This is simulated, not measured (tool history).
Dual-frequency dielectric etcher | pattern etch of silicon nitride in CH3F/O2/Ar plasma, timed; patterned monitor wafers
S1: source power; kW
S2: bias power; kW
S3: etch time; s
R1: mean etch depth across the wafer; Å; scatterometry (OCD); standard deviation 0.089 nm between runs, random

Run 1, hour 0.0: S1 0.460 kW, S2 0.076 kW, S3 24 s. Result: R1 185.31 Å.
Run 2, hour 4.4: S1 0.400 kW, S2 0.076 kW, S3 24 s. Result: R1 170.80 Å.
Run 3, hour 9.4: S1 0.320 kW, S2 0.076 kW, S3 24 s. Result: R1 149.10 Å.
Run 4, hour 10.3: S1 0.370 kW, S2 0.077 kW, S3 24 s. Result: R1 163.20 Å.
Run 5, hour 13.3: S1 0.410 kW, S2 0.078 kW, S3 24 s. Result: R1 174.27 Å.
Run 6, hour 18.4: S1 0.470 kW, S2 0.078 kW, S3 24 s. Result: R1 188.12 Å.
Run 7, hour 22.3: S1 0.470 kW, S2 0.078 kW, S3 24 s. Result: R1 189.46 Å.
Run 8, hour 29.4: S1 0.490 kW, S2 0.078 kW, S3 24 s. Result: R1 190.93 Å.

What will run 9 give?
Run 9, hour 30.2: S1 0.590 kW, S2 0.083 kW, S3 24 s. Result: R1 ?.

Run 9 produced R1 216.72 Å.

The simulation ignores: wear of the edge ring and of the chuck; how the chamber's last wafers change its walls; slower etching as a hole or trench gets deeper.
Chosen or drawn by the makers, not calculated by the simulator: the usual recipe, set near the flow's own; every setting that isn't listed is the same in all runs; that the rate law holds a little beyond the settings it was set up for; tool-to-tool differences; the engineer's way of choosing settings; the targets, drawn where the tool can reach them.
